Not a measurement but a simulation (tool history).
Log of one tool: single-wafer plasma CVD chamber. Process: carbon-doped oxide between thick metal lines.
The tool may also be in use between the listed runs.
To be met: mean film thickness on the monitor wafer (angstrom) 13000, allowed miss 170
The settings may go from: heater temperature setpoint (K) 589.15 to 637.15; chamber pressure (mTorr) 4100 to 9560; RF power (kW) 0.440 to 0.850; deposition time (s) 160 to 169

run	day	heater temperature setpoint (K)	chamber pressure (mTorr)	RF power (kW)	deposition time (s)	mean film thickness on the monitor wafer (angstrom)
1	0.000	613.15	6830	0.645	169	11900
2	0.112	613.15	7910	0.645	169	11996
3	0.238	613.15	7910	0.645	160	11432
4	0.517	606.15	7910	0.645	160	11591
5	0.550	606.15	7910	0.675	160	11919
6	0.617	605.15	7970	0.690	160	12077
7	0.742	604.15	8020	0.700	160	12253
8	0.971	603.15	8070	0.710	160	12430

Which of these 4 next moves meets every target?
A	1.200	611.15	9220	0.700	160	?
B	1.200	600.15	6750	0.655	162	?
C	1.200	599.15	7480	0.740	163	?
D	1.200	609.15	8060	0.780	166	?

move	mean film thickness on the monitor wafer (angstrom)
A	12157
B	11918
C	13011
D	13371
A: further off than the last run
B: further off than the last run
C: meets every target
D: takes the result that was furthest off past its target
Move C is the one to make.

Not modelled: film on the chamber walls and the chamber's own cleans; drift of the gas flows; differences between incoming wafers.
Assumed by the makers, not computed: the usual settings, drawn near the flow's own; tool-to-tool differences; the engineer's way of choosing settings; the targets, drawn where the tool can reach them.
